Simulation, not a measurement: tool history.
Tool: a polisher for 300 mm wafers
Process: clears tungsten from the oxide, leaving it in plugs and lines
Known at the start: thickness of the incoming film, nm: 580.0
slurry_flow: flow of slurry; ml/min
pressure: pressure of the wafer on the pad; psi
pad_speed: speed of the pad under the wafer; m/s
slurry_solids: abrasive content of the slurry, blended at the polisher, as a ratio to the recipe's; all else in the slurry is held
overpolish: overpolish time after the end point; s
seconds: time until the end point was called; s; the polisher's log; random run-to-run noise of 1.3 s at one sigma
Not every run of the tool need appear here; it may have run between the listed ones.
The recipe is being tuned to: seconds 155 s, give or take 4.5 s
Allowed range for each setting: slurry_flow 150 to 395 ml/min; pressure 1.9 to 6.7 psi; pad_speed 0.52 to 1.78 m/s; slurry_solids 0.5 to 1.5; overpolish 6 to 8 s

run  hour  slurry_flow  pressure  pad_speed  slurry_solids  overpolish  seconds
  1     0          250       4.3       1.14              1           8   100.33
  2   6.2          250       4.3       1.14              1           8   98.341
  3   8.1          250       3.9       1.14              1           8   107.81
  4  11.4          250       3.9       1.14              1           6   108.86
  5  18.2          250       4.6       1.14              1           6   93.562
  6  21.1          250         4       1.14              1           6   107.42
  7  24.3          250       3.7       1.14              1           6   112.94
  8  29.7          240       2.5       1.12              1           6   169.44
  9  32.8          250       2.5       1.12              1           6   169.34
 10  39.2          255       2.9       1.12              1           6   147.08
 11  41.1          250       2.9       1.12              1           6   149.24
     43.9  -- slurry nozzle cleaned
 12  43.9          250       2.9       1.12              1           6   142.69
 13  48.1          240       2.9       1.12              1           6   140.94
 14  53.3          250       2.9       1.12              1           6   141.31
 15  58.5          240       2.9       1.12              1           6    142.4
 16  60.8          250       2.9       1.12              1           6   142.51
 17  63.8          240       2.9       1.12              1           6   142.12
 18  71.8          250       2.9       1.12              1           6   143.61
 19  74.1          250       2.8       1.12              1           6   145.72
 20  76.7          240       2.8       1.12              1           6    148.1

Exercise: of the 5 proposed moves below, exactly one satisfies all targets within the stated allowed misses. Which move is it?
  A  79.3          230       2.6       1.38            0.9           6        ?
  B  79.3          270       2.3       1.54            0.8           6        ?
  C  79.3          260       3.1       1.06              1           6        ?
  D  79.3          180       3.5       0.98           1.05           6        ?
  E  79.3          230       2.6       1.16           0.95           7        ?

move  seconds
   A   135.62
   B   138.49
   C   139.69
   D   138.42
   E   156.51
A: further off than the last run
B: further off than the last run
C: further off than the last run
D: further off than the last run
E: in spec on every target
Go with E: it meets all targets.

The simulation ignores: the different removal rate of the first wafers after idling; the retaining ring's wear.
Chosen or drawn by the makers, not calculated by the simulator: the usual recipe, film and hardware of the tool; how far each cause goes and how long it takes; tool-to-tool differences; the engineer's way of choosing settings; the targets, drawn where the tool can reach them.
